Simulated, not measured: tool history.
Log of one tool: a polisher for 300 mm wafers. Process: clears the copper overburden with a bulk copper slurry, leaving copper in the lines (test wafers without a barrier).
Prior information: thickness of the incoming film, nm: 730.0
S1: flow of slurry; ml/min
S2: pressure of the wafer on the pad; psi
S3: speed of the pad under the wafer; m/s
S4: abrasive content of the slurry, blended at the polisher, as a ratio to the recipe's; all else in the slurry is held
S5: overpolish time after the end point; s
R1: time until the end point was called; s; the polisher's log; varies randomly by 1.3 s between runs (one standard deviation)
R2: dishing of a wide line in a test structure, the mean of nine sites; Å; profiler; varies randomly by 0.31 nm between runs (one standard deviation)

run 1 hour=0 | S1=145 S2=2.9 S3=0.88 S4=1 S5=12 | R1=79.116 R2=490.26
run 2 hour=1.8 | S1=145 S2=2.4 S3=0.86 S4=1 S5=9 | R1=93.014 R2=376.79
run 3 hour=7.4 | S1=145 S2=2.4 S3=0.86 S4=1 S5=6 | R1=93.958 R2=292.88
run 4 hour=14 | S1=145 S2=2.4 S3=1.08 S4=1 S5=6 | R1=73.969 R2=342.09
run 5 hour=20.7 | S1=145 S2=2.4 S3=0.98 S4=1 S5=6 | R1=82.6 R2=304.08
run 6 hour=28.3 | S1=145 S2=2.4 S3=0.98 S4=0.8 S5=6 | R1=88.662 R2=300.19
run 7 hour=35.4 | S1=140 S2=2 S3=0.94 S4=0.8 S5=5 | R1=104.25 R2=228.22
run 8 hour=40.1 | S1=115 S2=1.3 S3=0.84 S4=0.75 S5=11 | R1=161.36 R2=291.42
run 9 hour=42.2 | S1=130 S2=1.4 S3=0.84 S4=0.7 S5=9 | R1=151.5 R2=269.17
run 10 hour=42.9 | S1=125 S2=1.4 S3=0.84 S4=0.7 S5=8 | R1=153.84 R2=241.44
run 11 hour=46.4 | S1=130 S2=1.4 S3=0.84 S4=0.7 S5=7 | R1=154.8 R2=218.89
run 12 hour=50 | S1=135 S2=1.4 S3=0.84 S4=0.7 S5=7 | R1=152 R2=224.56
run 13 hour=57.2 | S1=140 S2=1.5 S3=0.84 S4=0.7 S5=4 | R1=143.53 R2=141.75

Forecast run 14:
run 14 hour=60 | S1=125 S2=1.5 S3=0.84 S4=0.7 S5=5 | R1=? R2=?

R1: 147.94 s
R2: 166.24 Å
